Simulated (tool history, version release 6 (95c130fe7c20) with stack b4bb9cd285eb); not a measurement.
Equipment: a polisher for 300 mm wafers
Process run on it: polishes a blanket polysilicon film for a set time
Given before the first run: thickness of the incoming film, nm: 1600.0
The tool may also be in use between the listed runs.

run,hour,flow of slurry (ml/min),pressure of the wafer on the pad (psi),speed of the pad under the wafer (cm/s),polishing time (s),film removed (Å)
1,0.0,215,3.2,80,45,4090.5
2,2.8,210,3.0,80,45,3804.1
3,9.8,205,2.8,80,45,3562.3
4,13.0,205,2.0,80,45,2579.4
5,17.2,170,2.0,80,45,2477.3
6,18.1,170,1.6,80,45,2035.5

What does the tool deliver on the next run?
7,22.5,195,2.5,80,45,?

Logged for run 7: film removed (Å) 3179.2.

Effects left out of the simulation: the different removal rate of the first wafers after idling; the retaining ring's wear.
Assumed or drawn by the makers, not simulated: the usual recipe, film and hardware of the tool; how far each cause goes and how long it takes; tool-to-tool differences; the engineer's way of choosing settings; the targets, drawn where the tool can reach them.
